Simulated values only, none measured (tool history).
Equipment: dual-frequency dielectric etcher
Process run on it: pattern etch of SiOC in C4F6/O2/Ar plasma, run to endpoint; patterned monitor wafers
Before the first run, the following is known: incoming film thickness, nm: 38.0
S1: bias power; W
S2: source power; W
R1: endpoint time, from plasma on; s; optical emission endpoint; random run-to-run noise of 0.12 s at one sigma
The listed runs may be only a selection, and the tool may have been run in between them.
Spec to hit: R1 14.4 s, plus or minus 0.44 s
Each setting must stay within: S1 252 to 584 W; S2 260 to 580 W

run	hour	S1	S2	R1
1	0	418	420	12.356
2	3	418	480	11.436
3	4.1	375	450	12.493
4	11.2	375	510	11.57
5	13.2	338	480	12.431
6	14.6	338	450	12.765
7	16.4	338	450	12.862
8	24.9	315	440	13.404

Consider the 4 candidate settings below. Which is the only one whose results all fall within their allowed miss of target?
A	33.4	315	500	?
B	33.4	298	400	?
C	33.4	310	440	?
D	33.4	349	470	?

move	R1
A	12.272
B	14.216
C	13.254
D	12.251
A: further off than the last run
B: hits every target within its allowed miss
C: further off than the last run
D: further off than the last run
Answer: B

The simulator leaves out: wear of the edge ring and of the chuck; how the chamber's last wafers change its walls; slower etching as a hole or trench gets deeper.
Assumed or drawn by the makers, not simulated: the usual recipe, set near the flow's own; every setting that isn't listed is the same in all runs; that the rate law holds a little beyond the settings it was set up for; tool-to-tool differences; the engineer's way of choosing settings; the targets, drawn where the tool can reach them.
